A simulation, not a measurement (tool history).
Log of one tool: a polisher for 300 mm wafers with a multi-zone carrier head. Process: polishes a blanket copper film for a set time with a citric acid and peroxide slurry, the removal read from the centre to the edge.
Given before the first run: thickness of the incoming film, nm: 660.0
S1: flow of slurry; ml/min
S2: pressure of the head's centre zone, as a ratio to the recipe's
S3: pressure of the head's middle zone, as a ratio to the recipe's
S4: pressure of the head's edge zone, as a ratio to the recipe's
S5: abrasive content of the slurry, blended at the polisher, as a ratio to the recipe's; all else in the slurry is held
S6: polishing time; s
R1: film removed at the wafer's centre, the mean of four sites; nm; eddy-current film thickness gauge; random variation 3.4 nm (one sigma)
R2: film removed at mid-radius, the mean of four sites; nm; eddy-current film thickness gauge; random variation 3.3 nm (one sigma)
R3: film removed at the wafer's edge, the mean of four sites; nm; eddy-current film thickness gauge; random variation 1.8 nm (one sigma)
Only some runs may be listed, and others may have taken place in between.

{"run": 1, "hour": 0.0, "S1": 280, "S2": 1, "S3": 1, "S4": 1, "S5": 1, "S6": 78, "R1": 184.48, "R2": 182.78, "R3": 186.58}
{"run": 2, "hour": 6.3, "S1": 290, "S2": 1.03, "S3": 1.02, "S4": 1.04, "S5": 1.15, "S6": 81, "R1": 208.91, "R2": 200.72, "R3": 204.38}
{"run": 3, "hour": 12.1, "S1": 290, "S2": 1.03, "S3": 1.02, "S4": 1.04, "S5": 1.05, "S6": 81, "R1": 202.81, "R2": 200.48, "R3": 199.94}
{"run": 4, "hour": 19.8, "S1": 290, "S2": 1.03, "S3": 0.96, "S4": 1.04, "S5": 1.05, "S6": 81, "R1": 204.18, "R2": 190.19, "R3": 201.64}
{"run": 5, "hour": 25.3, "S1": 290, "S2": 0.97, "S3": 0.96, "S4": 1.04, "S5": 1.05, "S6": 81, "R1": 195.86, "R2": 186.38, "R3": 199.9}
{"run": 6, "hour": 26.7, "S1": 320, "S2": 0.97, "S3": 0.96, "S4": 1.04, "S5": 1.05, "S6": 81, "R1": 190.01, "R2": 191.83, "R3": 204.07}
{"run": 7, "hour": 28.3, "S1": 335, "S2": 1.01, "S3": 0.98, "S4": 1.07, "S5": 1.15, "S6": 83, "R1": 209.41, "R2": 202.42, "R3": 212.51}
{"run": 8, "hour": 33.0, "S1": 335, "S2": 1.02, "S3": 1, "S4": 1.08, "S5": 1.25, "S6": 86, "R1": 217.02, "R2": 216.55, "R3": 225.41}

Forecast run 9:
{"run": 9, "hour": 33.7, "S1": 335, "S2": 1.05, "S3": 1.01, "S4": 1.09, "S5": 1.3, "S6": 88, "R1": "?", "R2": "?", "R3": "?"}

Run 9 yielded R1 237.63 nm, R2 218.39 nm, R3 232.09 nm.
